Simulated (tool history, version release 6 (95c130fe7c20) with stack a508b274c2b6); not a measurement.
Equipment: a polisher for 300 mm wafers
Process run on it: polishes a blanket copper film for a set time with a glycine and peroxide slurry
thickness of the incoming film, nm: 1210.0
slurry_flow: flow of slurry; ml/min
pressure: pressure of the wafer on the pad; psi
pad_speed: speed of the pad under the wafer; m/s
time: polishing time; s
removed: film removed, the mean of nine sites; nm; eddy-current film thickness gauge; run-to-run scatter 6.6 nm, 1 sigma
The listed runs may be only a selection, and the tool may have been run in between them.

| run | hour | slurry_flow | pressure | pad_speed | time | removed |
|---|---|---|---|---|---|---|
| 1 | 0.0 | 195 | 3.2 | 1.12 | 80 | 490.75 |
| 2 | 4.7 | 200 | 3.4 | 1.12 | 80 | 527.78 |
| 3 | 7.4 | 200 | 4.0 | 1.12 | 80 | 609.45 |
| 4 | 14.7 | 200 | 4.0 | 0.96 | 80 | 526.31 |
| 5 | 18.0 | 205 | 4.2 | 0.96 | 80 | 551.66 |
| 6 | 23.9 | 205 | 3.8 | 0.96 | 80 | 502.56 |
| 7 | 27.7 | 210 | 4.0 | 0.96 | 80 | 526.83 |
| 8 | 35.9 | 210 | 4.2 | 0.98 | 80 | 551.05 |
| 9 | 40.3 | 210 | 4.3 | 1.00 | 80 | 578.85 |

Expected results for the next run?
| 10 | 43.1 | 210 | 4.4 | 1.02 | 80 | ? |

{"run 10": {"removed": 596.09}}
